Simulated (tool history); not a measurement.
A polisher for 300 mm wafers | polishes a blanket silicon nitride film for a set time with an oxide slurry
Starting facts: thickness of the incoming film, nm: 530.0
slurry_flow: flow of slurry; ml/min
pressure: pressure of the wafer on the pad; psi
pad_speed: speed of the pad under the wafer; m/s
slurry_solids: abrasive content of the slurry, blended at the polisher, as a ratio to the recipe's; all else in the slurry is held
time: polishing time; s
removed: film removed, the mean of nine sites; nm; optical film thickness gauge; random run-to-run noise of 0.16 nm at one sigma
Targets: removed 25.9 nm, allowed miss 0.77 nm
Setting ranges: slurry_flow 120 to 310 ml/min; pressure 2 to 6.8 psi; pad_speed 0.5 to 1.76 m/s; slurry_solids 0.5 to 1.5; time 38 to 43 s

run 1 hour=0 | slurry_flow=200 pressure=4.4 pad_speed=1.12 slurry_solids=1 time=43 | removed=32.748
run 2 hour=5.5 | slurry_flow=195 pressure=4.2 pad_speed=1.12 slurry_solids=1 time=43 | removed=31.278
run 3 hour=13.1 | slurry_flow=195 pressure=4.2 pad_speed=1.12 slurry_solids=0.9 time=43 | removed=29.894
run 4 hour=17.9 | slurry_flow=195 pressure=4.2 pad_speed=0.98 slurry_solids=0.9 time=43 | removed=26.971
run 5 hour=20.1 | slurry_flow=195 pressure=4.2 pad_speed=1.1 slurry_solids=0.9 time=43 | removed=29.356
run 6 hour=24.2 | slurry_flow=195 pressure=4.2 pad_speed=1.1 slurry_solids=1 time=43 | removed=30.807
run 7 hour=28.4 | slurry_flow=195 pressure=4.1 pad_speed=1.1 slurry_solids=1 time=43 | removed=29.844
run 8 hour=36.4 | slurry_flow=190 pressure=4 pad_speed=1.1 slurry_solids=1 time=43 | removed=29.607
run 9 hour=42.9 | slurry_flow=190 pressure=3.9 pad_speed=1.1 slurry_solids=1 time=43 | removed=28.911
run 10 hour=45.3 | slurry_flow=190 pressure=3.8 pad_speed=1.1 slurry_solids=1 time=43 | removed=27.705

5 next moves are on the table. One of them brings every result within its allowed miss. Which?
run A hour=47.7 | slurry_flow=200 pressure=3.8 pad_speed=1.12 slurry_solids=1 time=43 | removed=?
run B hour=47.7 | slurry_flow=215 pressure=4 pad_speed=1.18 slurry_solids=1.05 time=40 | removed=?
run C hour=47.7 | slurry_flow=155 pressure=3.2 pad_speed=1.24 slurry_solids=1.15 time=42 | removed=?
run D hour=47.7 | slurry_flow=250 pressure=4.3 pad_speed=0.88 slurry_solids=1.1 time=43 | removed=?
run E hour=47.7 | slurry_flow=190 pressure=4.1 pad_speed=1.06 slurry_solids=0.95 time=43 | removed=?

move=A removed=28.319
move=B removed=29.751
move=C removed=25.78
move=D removed=28.166
move=E removed=28.318
A: misses by more than the last run did
B: misses by more than the last run did
C: all results in spec
D: misses by more than the last run did
E: misses by more than the last run did
So the answer is move C, the one that meets all the targets.
